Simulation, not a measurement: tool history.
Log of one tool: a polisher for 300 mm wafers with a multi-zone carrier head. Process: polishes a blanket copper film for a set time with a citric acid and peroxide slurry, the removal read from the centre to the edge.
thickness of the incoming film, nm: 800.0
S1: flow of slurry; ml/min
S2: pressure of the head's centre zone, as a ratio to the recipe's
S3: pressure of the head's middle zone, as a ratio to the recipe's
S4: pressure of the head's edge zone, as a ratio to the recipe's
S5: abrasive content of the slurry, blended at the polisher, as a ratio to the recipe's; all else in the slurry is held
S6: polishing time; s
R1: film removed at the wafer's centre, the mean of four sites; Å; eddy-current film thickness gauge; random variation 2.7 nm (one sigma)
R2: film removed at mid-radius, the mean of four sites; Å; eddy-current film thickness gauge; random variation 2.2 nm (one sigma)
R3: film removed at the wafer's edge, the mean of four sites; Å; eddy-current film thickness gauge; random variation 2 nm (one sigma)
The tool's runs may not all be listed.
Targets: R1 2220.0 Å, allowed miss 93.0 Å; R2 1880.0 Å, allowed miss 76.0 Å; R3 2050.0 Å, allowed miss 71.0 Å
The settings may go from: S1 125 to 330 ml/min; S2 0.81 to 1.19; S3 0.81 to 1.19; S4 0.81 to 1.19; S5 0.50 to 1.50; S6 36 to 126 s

run 1 hour=0.0 | S1=210 S2=1.00 S3=1.00 S4=1.00 S5=1.00 S6=81 | R1=2612.3 R2=2653.0 R3=2552.2
run 2 hour=8.7 | S1=210 S2=1.00 S3=0.95 S4=1.00 S5=1.00 S6=81 | R1=2576.9 R2=2493.4 R3=2537.3
run 3 hour=11.0 | S1=190 S2=1.00 S3=0.95 S4=1.00 S5=1.00 S6=81 | R1=2558.0 R2=2488.8 R3=2480.3
run 4 hour=15.2 | S1=190 S2=1.00 S3=0.94 S4=1.00 S5=0.95 S6=80 | R1=2443.9 R2=2372.4 R3=2483.6
run 5 hour=21.8 | S1=190 S2=1.01 S3=0.93 S4=0.98 S5=0.95 S6=79 | R1=2482.9 R2=2363.7 R3=2410.2
run 6 hour=23.7 | S1=190 S2=1.01 S3=0.93 S4=0.98 S5=1.15 S6=79 | R1=2612.4 R2=2472.7 R3=2548.5
run 7 hour=27.8 | S1=190 S2=1.01 S3=0.92 S4=0.97 S5=1.10 S6=79 | R1=2578.2 R2=2364.8 R3=2490.4
run 8 hour=34.1 | S1=190 S2=1.01 S3=0.92 S4=0.97 S5=1.10 S6=79 | R1=2523.5 R2=2348.8 R3=2492.5
run 9 hour=39.4 | S1=190 S2=1.02 S3=0.91 S4=0.96 S5=1.05 S6=79 | R1=2565.8 R2=2396.3 R3=2470.5
run 10 hour=41.7 | S1=170 S2=1.08 S3=0.82 S4=1.00 S5=0.95 S6=61 | R1=1985.5 R2=1583.0 R3=1840.9
run 11 hour=46.8 | S1=180 S2=1.08 S3=0.83 S4=1.01 S5=0.95 S6=61 | R1=2038.1 R2=1639.1 R3=1883.9
run 12 hour=53.6 | S1=185 S2=1.08 S3=0.84 S4=1.01 S5=0.95 S6=61 | R1=2023.9 R2=1689.4 R3=1867.6
run 13 hour=58.3 | S1=240 S2=1.11 S3=0.87 S4=1.11 S5=1.10 S6=62 | R1=2321.7 R2=1869.0 R3=2163.2

Which of these 5 next moves meets every target?
run A hour=63.0 | S1=150 S2=1.06 S3=0.83 S4=1.17 S5=1.20 S6=65 | R1=? R2=? R3=?
run B hour=63.0 | S1=195 S2=1.11 S3=0.83 S4=1.16 S5=0.95 S6=66 | R1=? R2=? R3=?
run C hour=63.0 | S1=280 S2=1.00 S3=0.81 S4=1.19 S5=1.15 S6=61 | R1=? R2=? R3=?
run D hour=63.0 | S1=215 S2=1.11 S3=0.92 S4=1.08 S5=1.35 S6=56 | R1=? R2=? R3=?
run E hour=63.0 | S1=215 S2=1.16 S3=0.89 S4=1.12 S5=0.95 S6=67 | R1=? R2=? R3=?

move=A R1=2168.2 R2=1785.2 R3=2233.5
move=B R1=2268.2 R2=1770.8 R3=2175.8
move=C R1=2116.5 R2=1790.4 R3=2246.0
move=D R1=2184.9 R2=1852.8 R3=2005.6
move=E R1=2449.3 R2=1932.6 R3=2191.9
A: further off than the last run
B: further off than the last run
C: further off than the last run
D: meets every target
E: further off than the last run
The right move is D.
